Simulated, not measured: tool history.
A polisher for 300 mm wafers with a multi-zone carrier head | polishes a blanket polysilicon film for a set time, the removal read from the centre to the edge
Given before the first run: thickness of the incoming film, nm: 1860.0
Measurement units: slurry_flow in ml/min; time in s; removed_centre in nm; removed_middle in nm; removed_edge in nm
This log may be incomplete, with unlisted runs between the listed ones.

{"run": 1, "hour": 0.0, "slurry_flow": 310, "centre_zone": 1.0, "middle_zone": 1.0, "edge_zone": 1.0, "time": 60, "removed_centre": 523.81, "removed_middle": 535.85, "removed_edge": 541.47}
{"run": 2, "hour": 1.6, "slurry_flow": 255, "centre_zone": 1.0, "middle_zone": 1.0, "edge_zone": 1.0, "time": 60, "removed_centre": 504.64, "removed_middle": 526.48, "removed_edge": 540.14}
{"run": 3, "hour": 2.1, "slurry_flow": 255, "centre_zone": 1.0, "middle_zone": 1.04, "edge_zone": 1.0, "time": 60, "removed_centre": 509.02, "removed_middle": 538.55, "removed_edge": 527.13}
{"run": 4, "hour": 5.2, "slurry_flow": 255, "centre_zone": 1.0, "middle_zone": 1.04, "edge_zone": 1.0, "time": 69, "removed_centre": 574.58, "removed_middle": 623.77, "removed_edge": 607.26}
{"run": 5, "hour": 12.3, "slurry_flow": 255, "centre_zone": 1.0, "middle_zone": 1.04, "edge_zone": 0.96, "time": 69, "removed_centre": 585.78, "removed_middle": 621.89, "removed_edge": 591.41}
{"run": 6, "hour": 18.2, "slurry_flow": 255, "centre_zone": 1.0, "middle_zone": 1.0, "edge_zone": 0.96, "time": 69, "removed_centre": 590.08, "removed_middle": 598.01, "removed_edge": 599.75}

Forecast run 7:
{"run": 7, "hour": 26.4, "slurry_flow": 250, "centre_zone": 1.01, "middle_zone": 0.96, "edge_zone": 0.95, "time": 68, "removed_centre": "?", "removed_middle": "?", "removed_edge": "?"}

removed_centre: 596.70 nm
removed_middle: 560.69 nm
removed_edge: 581.52 nm
